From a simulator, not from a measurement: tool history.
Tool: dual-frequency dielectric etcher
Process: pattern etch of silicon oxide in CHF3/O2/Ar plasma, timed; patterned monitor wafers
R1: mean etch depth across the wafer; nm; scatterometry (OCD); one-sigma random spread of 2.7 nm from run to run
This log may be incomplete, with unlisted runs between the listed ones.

run 1 hour=0 | source_power_(W)=540 bias_power_(W)=157 etch_time_(s)=427.5 | R1=812.08
run 2 hour=3.7 | source_power_(W)=540 bias_power_(W)=175 etch_time_(s)=427.5 | R1=835.96
run 3 hour=9.8 | source_power_(W)=540 bias_power_(W)=175 etch_time_(s)=427.5 | R1=845.47
run 4 hour=15.8 | source_power_(W)=520 bias_power_(W)=170 etch_time_(s)=427.5 | R1=814.75
run 5 hour=19.1 | source_power_(W)=520 bias_power_(W)=181 etch_time_(s)=427.5 | R1=833.33
run 6 hour=26.2 | source_power_(W)=600 bias_power_(W)=181 etch_time_(s)=427.5 | R1=888.81
run 7 hour=27.1 | source_power_(W)=570 bias_power_(W)=175 etch_time_(s)=427.5 | R1=855.4
run 8 hour=29.4 | source_power_(W)=540 bias_power_(W)=170 etch_time_(s)=427.5 | R1=832.82
run 9 hour=35.6 | source_power_(W)=520 bias_power_(W)=165 etch_time_(s)=427.5 | R1=803.88
run 10 hour=37.1 | source_power_(W)=500 bias_power_(W)=162 etch_time_(s)=427.5 | R1=791.32
run 11 hour=40.4 | source_power_(W)=480 bias_power_(W)=159 etch_time_(s)=427.5 | R1=765.96
run 12 hour=43.2 | source_power_(W)=480 bias_power_(W)=159 etch_time_(s)=427.5 | R1=769.33
run 13 hour=49.1 | source_power_(W)=460 bias_power_(W)=157 etch_time_(s)=427.5 | R1=748.36
run 14 hour=55.5 | source_power_(W)=450 bias_power_(W)=156 etch_time_(s)=427.5 | R1=736.1
run 15 hour=62.3 | source_power_(W)=440 bias_power_(W)=155 etch_time_(s)=427.5 | R1=723.39

Expected results for the next run?
run 16 hour=70.2 | source_power_(W)=430 bias_power_(W)=154 etch_time_(s)=427.5 | R1=?

R1: 721.45 nm
